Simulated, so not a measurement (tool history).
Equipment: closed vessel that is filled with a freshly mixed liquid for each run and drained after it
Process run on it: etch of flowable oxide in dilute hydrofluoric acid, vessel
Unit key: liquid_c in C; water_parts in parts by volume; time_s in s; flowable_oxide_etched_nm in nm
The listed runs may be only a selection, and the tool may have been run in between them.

Run 1, hour 0.0: liquid_c 24.0 C, water_parts 275 parts by volume, time_s 105 s. Result: flowable_oxide_etched_nm 9.7207 nm.
Run 2, hour 8.9: liquid_c 25.5 C, water_parts 225 parts by volume, time_s 105 s. Result: flowable_oxide_etched_nm 13.2440 nm.
Run 3, hour 15.1: liquid_c 25.5 C, water_parts 225 parts by volume, time_s 115 s. Result: flowable_oxide_etched_nm 14.4600 nm.
Run 4, hour 19.7: liquid_c 25.5 C, water_parts 225 parts by volume, time_s 105 s. Result: flowable_oxide_etched_nm 13.2410 nm.
Run 5, hour 23.7: liquid_c 27.0 C, water_parts 190 parts by volume, time_s 105 s. Result: flowable_oxide_etched_nm 17.2220 nm.
Run 6, hour 29.0: liquid_c 27.0 C, water_parts 190 parts by volume, time_s 115 s. Result: flowable_oxide_etched_nm 18.9560 nm.
Run 7, hour 30.3: liquid_c 31.0 C, water_parts 80 parts by volume, time_s 115 s. Result: flowable_oxide_etched_nm 60.1860 nm.
Run 8, hour 33.8: liquid_c 31.0 C, water_parts 80 parts by volume, time_s 115 s. Result: flowable_oxide_etched_nm 60.1670 nm.
Run 9, hour 39.1: liquid_c 27.0 C, water_parts 95 parts by volume, time_s 115 s. Result: flowable_oxide_etched_nm 42.8610 nm.
Run 10, hour 46.0: liquid_c 26.0 C, water_parts 95 parts by volume, time_s 115 s. Result: flowable_oxide_etched_nm 40.6840 nm.

What does the tool deliver on the next run?
Run 11, hour 51.3: liquid_c 25.5 C, water_parts 95 parts by volume, time_s 115 s. Result: flowable_oxide_etched_nm ?.

flowable_oxide_etched_nm: 40.5510 nm
